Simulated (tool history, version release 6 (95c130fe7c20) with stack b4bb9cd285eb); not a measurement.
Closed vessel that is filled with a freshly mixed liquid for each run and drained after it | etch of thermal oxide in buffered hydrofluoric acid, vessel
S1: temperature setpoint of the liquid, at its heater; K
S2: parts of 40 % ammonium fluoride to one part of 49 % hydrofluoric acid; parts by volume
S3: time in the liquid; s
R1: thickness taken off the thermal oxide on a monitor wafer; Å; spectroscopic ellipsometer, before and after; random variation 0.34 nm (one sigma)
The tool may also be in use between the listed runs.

{"run": 1, "hour": 0.0, "S1": 294.15, "S2": 19, "S3": 115, "R1": 599.55}
{"run": 2, "hour": 6.1, "S1": 295.65, "S2": 19, "S3": 115, "R1": 651.05}
{"run": 3, "hour": 13.4, "S1": 294.15, "S2": 19, "S3": 115, "R1": 590.25}
{"run": 4, "hour": 22.1, "S1": 296.65, "S2": 19, "S3": 115, "R1": 684.56}
{"run": 5, "hour": 28.3, "S1": 295.65, "S2": 19.5, "S3": 115, "R1": 630.63}
{"run": 6, "hour": 35.8, "S1": 295.65, "S2": 19.5, "S3": 125, "R1": 687.68}
{"run": 7, "hour": 37.8, "S1": 294.65, "S2": 20, "S3": 125, "R1": 630.63}

Forecast run 8:
{"run": 8, "hour": 42.3, "S1": 294.15, "S2": 20.5, "S3": 125, "R1": "?"}

{"run 8": {"R1": 605.69}}
